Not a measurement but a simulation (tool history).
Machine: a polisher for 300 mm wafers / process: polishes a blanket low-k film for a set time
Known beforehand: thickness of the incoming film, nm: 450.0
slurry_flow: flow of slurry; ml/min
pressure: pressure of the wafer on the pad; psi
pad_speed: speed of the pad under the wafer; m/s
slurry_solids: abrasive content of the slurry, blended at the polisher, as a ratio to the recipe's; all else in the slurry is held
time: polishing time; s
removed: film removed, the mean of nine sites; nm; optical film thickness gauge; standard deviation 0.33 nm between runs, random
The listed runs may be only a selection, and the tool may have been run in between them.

run	day	slurry_flow	pressure	pad_speed	slurry_solids	time	removed
1	0.000	130	2.2	0.82	1.00	84	34.861
2	0.375	130	2.2	0.82	0.85	84	30.900
3	0.750	130	2.2	0.82	0.85	88	32.152
4	0.971	130	2.2	0.82	0.85	88	32.429
5	1.312	130	2.2	0.82	1.00	88	36.398
6	1.688	130	1.7	0.82	1.00	88	28.359
7	1.925	140	2.0	0.82	1.00	88	33.895

The next listed run, before its measurement:
8	2.042	155	2.1	0.82	1.00	88	?

Run 8 measured removed 36.002 nm.

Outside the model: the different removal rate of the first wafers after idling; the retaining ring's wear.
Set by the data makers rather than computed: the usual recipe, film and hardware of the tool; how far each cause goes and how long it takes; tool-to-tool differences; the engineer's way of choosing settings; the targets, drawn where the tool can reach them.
